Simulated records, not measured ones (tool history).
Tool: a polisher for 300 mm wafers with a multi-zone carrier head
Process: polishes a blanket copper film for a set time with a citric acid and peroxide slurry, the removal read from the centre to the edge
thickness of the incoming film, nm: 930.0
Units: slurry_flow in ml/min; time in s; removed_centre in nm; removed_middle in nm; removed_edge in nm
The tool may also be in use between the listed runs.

| run | day | slurry_flow | centre_zone | middle_zone | edge_zone | slurry_solids | time | removed_centre | removed_middle | removed_edge |
|---|---|---|---|---|---|---|---|---|---|---|
| 1 | 0 | 240 | 1 | 1 | 1 | 1 | 39 | 59.416 | 57.839 | 60.078 |
| 2 | 0.254 | 240 | 1 | 1 | 1 | 1 | 33 | 50.023 | 49.16 | 51.682 |
| 3 | 0.592 | 240 | 1.04 | 1 | 1 | 1 | 33 | 50.879 | 49.264 | 51.191 |
| 4 | 0.821 | 240 | 1.09 | 1 | 1 | 1 | 33 | 54.707 | 49.27 | 51.182 |
| 5 | 1.146 | 240 | 1.09 | 0.97 | 1 | 1 | 33 | 54.435 | 47.978 | 50.4 |
| 6 | 1.392 | 240 | 1.09 | 0.97 | 1.04 | 1 | 33 | 54.421 | 48.505 | 52.584 |
| 7 | 1.604 | 265 | 1.09 | 1.05 | 1.08 | 1.15 | 37 | 62.813 | 60.336 | 61.114 |
| 8 | 1.875 | 265 | 1.09 | 1.05 | 1.08 | 1.15 | 37 | 62.941 | 59.404 | 61.108 |

Run 9 comes next. What will it give?
| 9 | 2.004 | 275 | 1.08 | 1.1 | 1.11 | 1.25 | 41 | ? | ? | ? |

removed_centre: 70.802 nm
removed_middle: 69.923 nm
removed_edge: 70.355 nm
